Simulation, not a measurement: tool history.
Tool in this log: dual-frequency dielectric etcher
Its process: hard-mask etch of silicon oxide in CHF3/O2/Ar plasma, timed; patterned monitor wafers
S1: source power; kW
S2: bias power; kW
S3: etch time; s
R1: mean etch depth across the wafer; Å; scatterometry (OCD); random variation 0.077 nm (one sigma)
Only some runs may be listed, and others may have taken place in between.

| run | hour | S1 | S2 | S3 | R1 |
|---|---|---|---|---|---|
| 1 | 0 | 0.58 | 0.119 | 17 | 327.73 |
| 2 | 5.6 | 0.6 | 0.12 | 17 | 334.17 |
| 3 | 6.2 | 0.62 | 0.12 | 17 | 341.03 |
| 4 | 11.6 | 0.62 | 0.102 | 17 | 325.98 |
| 5 | 19.5 | 0.62 | 0.118 | 17 | 339.19 |
| 6 | 24.5 | 0.63 | 0.118 | 17 | 342.46 |
|  | 27.7 | wet clean of the chamber |
| 7 | 27.7 | 0.64 | 0.118 | 17 | 336.66 |
| 8 | 33 | 0.74 | 0.122 | 17 | 366.21 |

Predict the results of run 9:
| 9 | 35.5 | 0.73 | 0.122 | 17 | ? |

R1: 362.25 Å
